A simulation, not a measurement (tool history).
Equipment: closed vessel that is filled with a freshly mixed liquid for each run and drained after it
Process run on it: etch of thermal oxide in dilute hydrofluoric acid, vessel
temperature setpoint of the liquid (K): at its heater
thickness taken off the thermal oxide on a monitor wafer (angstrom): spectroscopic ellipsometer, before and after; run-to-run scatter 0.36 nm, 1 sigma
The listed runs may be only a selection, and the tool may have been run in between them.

run,day,temperature setpoint of the liquid (K),parts of water to one part of 49 % hydrofluoric acid (parts by volume),time in the liquid (s),thickness taken off the thermal oxide on a monitor wafer (angstrom)
1,0.000,294.15,185,1475,288.92
2,0.175,297.15,185,1475,329.68
3,0.533,298.65,170,1475,382.83
4,0.712,300.65,170,1475,410.32
5,0.954,300.65,170,1475,411.14
6,1.325,302.15,170,1475,432.08
7,1.692,302.15,160,1475,468.15
8,1.983,302.15,150,1475,504.04

The next listed run, before its measurement:
9,2.233,302.15,145,1475,?

Run 9 measured thickness taken off the thermal oxide on a monitor wafer (angstrom) 529.71.
